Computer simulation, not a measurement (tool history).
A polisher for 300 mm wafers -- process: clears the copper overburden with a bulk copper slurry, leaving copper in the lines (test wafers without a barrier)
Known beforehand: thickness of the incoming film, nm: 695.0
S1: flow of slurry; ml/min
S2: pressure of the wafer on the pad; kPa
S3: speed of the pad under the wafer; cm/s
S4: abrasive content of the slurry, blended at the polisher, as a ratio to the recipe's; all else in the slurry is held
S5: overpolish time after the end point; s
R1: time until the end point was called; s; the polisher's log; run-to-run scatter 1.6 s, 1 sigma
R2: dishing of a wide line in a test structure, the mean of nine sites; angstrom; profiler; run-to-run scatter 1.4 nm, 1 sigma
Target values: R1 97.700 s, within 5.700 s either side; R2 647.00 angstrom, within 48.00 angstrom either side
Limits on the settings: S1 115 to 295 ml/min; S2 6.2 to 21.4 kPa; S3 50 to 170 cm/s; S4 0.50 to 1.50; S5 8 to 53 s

run	hour	S1	S2	S3	S4	S5	R1	R2
1	0.0	190	13.8	110	1.00	27	88.640	970.85
2	8.0	190	13.8	110	1.00	25	90.451	972.51
3	13.6	225	13.8	110	1.00	25	88.967	970.62
4	21.0	180	13.8	110	1.00	25	89.524	926.10
5	24.9	180	13.8	134	1.00	25	73.862	1047.40
6	33.0	180	11.7	134	1.00	25	85.335	925.79
7	35.9	180	11.7	134	1.00	23	82.379	880.74
8	44.1	180	8.3	134	1.00	14	109.040	506.19
9	51.8	180	8.3	134	1.00	15	114.150	521.57

Which one of the following 5 next-run settings gets every result inside its allowed miss? There is exactly one.
A	59.5	230	10.3	124	1.05	21	?	?
B	59.5	205	6.2	140	1.15	24	?	?
C	59.5	160	9.0	148	0.90	17	?	?
D	59.5	200	8.3	170	0.75	20	?	?
E	59.5	165	6.2	148	1.00	20	?	?

move	R1	R2
A	100.920	779.56
B	130.710	666.06
C	102.630	661.90
D	98.723	739.17
E	131.050	596.28
A: meets the target for the result that was furthest off, but another lies outside its allowed miss
B: the biggest miss grows against the last run
C: all results in spec
D: meets the target for the result that was furthest off, but another lies outside its allowed miss
E: the biggest miss grows against the last run
C is the move that brings every result within its allowed miss.
